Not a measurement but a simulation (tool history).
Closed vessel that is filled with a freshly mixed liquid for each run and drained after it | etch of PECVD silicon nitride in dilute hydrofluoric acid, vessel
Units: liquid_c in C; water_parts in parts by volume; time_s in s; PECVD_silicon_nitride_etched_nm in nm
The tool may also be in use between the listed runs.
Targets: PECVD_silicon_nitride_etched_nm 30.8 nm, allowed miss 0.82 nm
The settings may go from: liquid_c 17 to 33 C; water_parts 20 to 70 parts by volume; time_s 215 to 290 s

run    day  liquid_c  water_parts  time_s  PECVD_silicon_nitride_etched_nm
  1      0        25           40     290                           23.664
  2  0.062        26           40     290                           25.444
  3  0.225        26           40     215                           18.978
  4  0.492        26           40     215                           18.745
  5  0.842        26           45     215                           16.805
  6  1.012        26           45     215                           16.848
  7  1.104      27.5           40     215                           20.713
  8  1.158      27.5           40     215                           20.444
  9  1.288      28.5           40     215                           22.061
 10  1.562      29.5           40     215                            23.13
 11  1.796      29.5           40     215                           23.358
 12  2.133        33           40     215                           29.169
 13  2.267        33           40     240                           32.808
 14  2.629      32.5           40     240                           31.752

Which of these 5 next moves meets every target?
  A  2.992        33           45     265                                ?
  B  2.992        33           50     260                                ?
  C  2.992        32           45     270                                ?
  D  2.992        31           40     240                                ?
  E  2.992      31.5           40     260                                ?

move  PECVD_silicon_nitride_etched_nm
   A                           32.535
   B                           28.741
   C                           31.128
   D                           29.177
   E                           32.631
A: further off than the last run
B: takes the result that was furthest off past its target
C: meets every target
D: takes the result that was furthest off past its target
E: further off than the last run
The right move is C.
